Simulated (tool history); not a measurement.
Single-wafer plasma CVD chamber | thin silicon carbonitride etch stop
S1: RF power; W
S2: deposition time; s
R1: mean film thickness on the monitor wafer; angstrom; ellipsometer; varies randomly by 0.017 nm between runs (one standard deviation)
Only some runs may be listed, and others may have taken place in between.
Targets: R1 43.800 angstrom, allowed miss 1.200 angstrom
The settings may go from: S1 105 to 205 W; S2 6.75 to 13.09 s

Run 1, day 0.000: S1 155 W, S2 9.92 s. Result: R1 50.676 angstrom.
Run 2, day 0.183: S1 150 W, S2 9.80 s. Result: R1 49.935 angstrom.
Run 3, day 0.492: S1 165 W, S2 9.80 s. Result: R1 51.120 angstrom.
Run 4, day 0.700: S1 160 W, S2 9.67 s. Result: R1 50.249 angstrom.
Run 5, day 1.000: S1 150 W, S2 9.67 s. Result: R1 48.835 angstrom.
Run 6, day 1.088: S1 145 W, S2 9.61 s. Result: R1 48.111 angstrom.
Run 7, day 1.346: S1 125 W, S2 8.87 s. Result: R1 42.819 angstrom.
Run 8, day 1.712: S1 125 W, S2 8.88 s. Result: R1 42.464 angstrom.

Consider the 5 candidate settings below. Which is the only one whose results all fall within their allowed miss of target?
Run A, day 2.079: S1 125 W, S2 8.52 s. Result: R1 ?.
Run B, day 2.079: S1 120 W, S2 8.59 s. Result: R1 ?.
Run C, day 2.079: S1 125 W, S2 9.22 s. Result: R1 ?.
Run D, day 2.079: S1 125 W, S2 8.51 s. Result: R1 ?.
Run E, day 2.079: S1 145 W, S2 8.10 s. Result: R1 ?.

move      R1
   A  40.813
   B  40.630
   C  44.166
   D  40.765
   E  40.627
A: misses by more than the last run did
B: misses by more than the last run did
C: every result lands within tolerance
D: misses by more than the last run did
E: misses by more than the last run did
The right move is C.

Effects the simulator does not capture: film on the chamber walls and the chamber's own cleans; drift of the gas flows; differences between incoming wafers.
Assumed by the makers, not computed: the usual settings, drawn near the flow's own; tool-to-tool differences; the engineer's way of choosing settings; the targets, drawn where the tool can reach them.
